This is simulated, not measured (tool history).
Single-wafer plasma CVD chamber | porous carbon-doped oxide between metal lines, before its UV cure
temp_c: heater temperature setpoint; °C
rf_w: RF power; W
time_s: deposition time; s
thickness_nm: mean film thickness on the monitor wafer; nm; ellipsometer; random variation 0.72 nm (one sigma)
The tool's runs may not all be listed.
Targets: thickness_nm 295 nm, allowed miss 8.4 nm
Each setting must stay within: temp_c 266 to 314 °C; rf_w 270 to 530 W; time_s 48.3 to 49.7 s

run	day	temp_c	rf_w	time_s	thickness_nm
1	0	290	400	48.3	225.87
2	0.117	300	400	48.3	215.05
3	0.142	306	400	48.3	208.36
4	0.429	302	415	48.5	219.29
5	0.612	299	430	48.7	230.56
6	0.821	303	430	48.7	225.69
# day 1.183: RF generator calibrated
7	1.183	300	440	48.8	251.23
8	1.225	297	440	48.8	254.09
9	1.375	295	440	48.8	258.21
10	1.696	293	440	48.8	259.68
11	1.792	293	440	48.8	259.51
12	1.921	291	440	48.8	262.45
13	2.021	289	440	48.8	265.01
14	2.2	287	440	48.8	268.4
15	2.504	285	440	48.8	269.79
16	2.862	285	440	48.8	270.3
17	2.996	284	440	48.8	272.91

Which of these 4 next moves meets every target?
A	3.129	286	395	48.3	?
B	3.129	294	430	48.3	?
C	3.129	288	380	48.3	?
D	3.129	285	475	49.7	?

move	thickness_nm
A	243.18
B	250.17
C	232.77
D	291.47
A: further off than the last run
B: further off than the last run
C: further off than the last run
D: all results land within tolerance of their targets
Correct choice: D, which meets every target

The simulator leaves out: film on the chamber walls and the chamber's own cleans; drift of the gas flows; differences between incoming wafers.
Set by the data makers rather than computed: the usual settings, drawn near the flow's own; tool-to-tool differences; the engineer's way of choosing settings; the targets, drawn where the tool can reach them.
